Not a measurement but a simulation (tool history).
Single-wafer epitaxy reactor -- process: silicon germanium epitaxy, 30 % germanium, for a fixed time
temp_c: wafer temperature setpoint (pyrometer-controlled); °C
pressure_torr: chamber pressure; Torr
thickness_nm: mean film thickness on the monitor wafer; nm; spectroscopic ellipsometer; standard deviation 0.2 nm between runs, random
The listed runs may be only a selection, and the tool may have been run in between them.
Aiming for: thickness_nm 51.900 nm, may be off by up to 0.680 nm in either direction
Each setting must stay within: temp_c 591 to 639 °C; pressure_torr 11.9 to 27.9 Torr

Run 1, day 0.000: temp_c 615 °C, pressure_torr 19.9 Torr. Result: thickness_nm 77.675 nm.
Run 2, day 0.221: temp_c 610 °C, pressure_torr 19.9 Torr. Result: thickness_nm 70.034 nm.
Run 3, day 0.592: temp_c 607 °C, pressure_torr 19.9 Torr. Result: thickness_nm 65.863 nm.
Run 4, day 0.738: temp_c 604 °C, pressure_torr 19.9 Torr. Result: thickness_nm 62.605 nm.
Run 5, day 0.883: temp_c 611 °C, pressure_torr 19.9 Torr. Result: thickness_nm 72.030 nm.
Run 6, day 0.912: temp_c 621 °C, pressure_torr 19.9 Torr. Result: thickness_nm 88.257 nm.
Run 7, day 1.104: temp_c 615 °C, pressure_torr 19.9 Torr. Result: thickness_nm 77.711 nm.
Run 8, day 1.458: temp_c 611 °C, pressure_torr 19.9 Torr. Result: thickness_nm 71.736 nm.
Run 9, day 1.571: temp_c 607 °C, pressure_torr 19.9 Torr. Result: thickness_nm 66.330 nm.
Run 10, day 1.692: temp_c 604 °C, pressure_torr 19.9 Torr. Result: thickness_nm 62.261 nm.
Run 11, day 1.721: temp_c 602 °C, pressure_torr 19.9 Torr. Result: thickness_nm 59.567 nm.
Run 12, day 1.929: temp_c 601 °C, pressure_torr 19.9 Torr. Result: thickness_nm 58.595 nm.
At day 2.029: capacitance manometer re-zeroed and calibrated.
Run 13, day 2.029: temp_c 600 °C, pressure_torr 19.9 Torr. Result: thickness_nm 56.410 nm.
Run 14, day 2.300: temp_c 599 °C, pressure_torr 19.9 Torr. Result: thickness_nm 55.606 nm.
Run 15, day 2.404: temp_c 598 °C, pressure_torr 19.9 Torr. Result: thickness_nm 54.576 nm.
Run 16, day 2.608: temp_c 597 °C, pressure_torr 19.9 Torr. Result: thickness_nm 52.896 nm.

Below are 4 possible settings for the next run. Only one of them brings all results inside the allowed miss of their targets. Which is it?
Run A, day 2.812: temp_c 596 °C, pressure_torr 21.7 Torr. Result: thickness_nm ?.
Run B, day 2.812: temp_c 596 °C, pressure_torr 19.8 Torr. Result: thickness_nm ?.
Run C, day 2.812: temp_c 593 °C, pressure_torr 26.0 Torr. Result: thickness_nm ?.
Run D, day 2.812: temp_c 600 °C, pressure_torr 17.6 Torr. Result: thickness_nm ?.

move  thickness_nm
   A        54.150
   B        52.331
   C        54.383
   D        54.498
A: misses by more than the last run did
B: hits every target within its allowed miss
C: misses by more than the last run did
D: misses by more than the last run did
The right move is B.

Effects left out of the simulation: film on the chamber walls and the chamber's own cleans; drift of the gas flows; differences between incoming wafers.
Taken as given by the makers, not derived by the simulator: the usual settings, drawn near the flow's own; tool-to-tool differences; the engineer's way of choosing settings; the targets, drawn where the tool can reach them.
